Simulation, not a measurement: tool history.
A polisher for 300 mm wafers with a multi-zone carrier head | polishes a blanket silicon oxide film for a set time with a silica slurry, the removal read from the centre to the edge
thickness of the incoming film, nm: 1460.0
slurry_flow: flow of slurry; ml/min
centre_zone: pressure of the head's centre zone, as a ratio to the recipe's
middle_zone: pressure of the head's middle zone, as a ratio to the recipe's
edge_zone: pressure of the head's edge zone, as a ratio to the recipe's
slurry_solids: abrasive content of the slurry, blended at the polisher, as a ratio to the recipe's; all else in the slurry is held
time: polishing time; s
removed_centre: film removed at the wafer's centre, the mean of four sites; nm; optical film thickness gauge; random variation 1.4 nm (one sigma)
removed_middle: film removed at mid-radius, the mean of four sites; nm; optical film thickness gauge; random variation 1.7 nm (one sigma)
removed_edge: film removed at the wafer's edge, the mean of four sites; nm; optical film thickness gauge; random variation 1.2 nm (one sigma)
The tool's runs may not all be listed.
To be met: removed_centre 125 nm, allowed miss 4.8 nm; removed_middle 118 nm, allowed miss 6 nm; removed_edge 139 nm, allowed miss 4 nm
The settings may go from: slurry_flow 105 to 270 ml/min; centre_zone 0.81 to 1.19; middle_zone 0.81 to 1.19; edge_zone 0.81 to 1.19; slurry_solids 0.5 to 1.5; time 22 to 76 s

| run | hour | slurry_flow | centre_zone | middle_zone | edge_zone | slurry_solids | time | removed_centre | removed_middle | removed_edge |
|---|---|---|---|---|---|---|---|---|---|---|
| 1 | 0 | 175 | 1 | 1 | 1 | 1 | 49 | 120.71 | 117.42 | 121.7 |
| 2 | 1.6 | 175 | 1.07 | 1 | 1 | 1 | 49 | 130.39 | 120.32 | 120.51 |
| 3 | 8.2 | 180 | 1.05 | 0.99 | 1.03 | 1 | 49 | 126.67 | 115.55 | 122.36 |
| 4 | 13.6 | 185 | 1.03 | 0.99 | 1.05 | 1.05 | 49 | 124.97 | 124.93 | 127.38 |
| 5 | 20.4 | 180 | 1.03 | 0.96 | 1.07 | 1.05 | 49 | 125.88 | 118.06 | 129.7 |
| 6 | 22.6 | 180 | 1.03 | 0.95 | 1.08 | 1.05 | 49 | 128.95 | 120.29 | 128.69 |
| 7 | 26.6 | 180 | 1.01 | 0.93 | 1.1 | 1.05 | 49 | 126.34 | 115.73 | 129.07 |
| 8 | 28.6 | 180 | 1 | 0.92 | 1.12 | 1.05 | 49 | 124.54 | 112.58 | 129.64 |

5 next moves are on the table. One of them brings every result within its allowed miss. Which?
| A | 30.6 | 210 | 0.91 | 0.9 | 1.19 | 0.95 | 52 | ? | ? | ? |
| B | 30.6 | 125 | 0.99 | 0.81 | 1.19 | 0.95 | 55 | ? | ? | ? |
| C | 30.6 | 235 | 0.81 | 0.83 | 1.19 | 1.25 | 49 | ? | ? | ? |
| D | 30.6 | 205 | 1.06 | 1.03 | 1.06 | 1.05 | 50 | ? | ? | ? |
| E | 30.6 | 230 | 0.96 | 0.89 | 1.18 | 1.2 | 47 | ? | ? | ? |

| move | removed_centre | removed_middle | removed_edge |
|---|---|---|---|
| A | 116.36 | 118.6 | 136.91 |
| B | 122.62 | 106.37 | 137.04 |
| C | 111.32 | 119.29 | 146.78 |
| D | 136.17 | 133.12 | 129.98 |
| E | 124.38 | 118.83 | 137.57 |
A: brings the result that was furthest off to its target, and leaves another outside
B: brings the result that was furthest off to its target, and leaves another outside
C: takes the result that was furthest off past its target
D: further off than the last run
E: meets every target
Move E is the one to make.
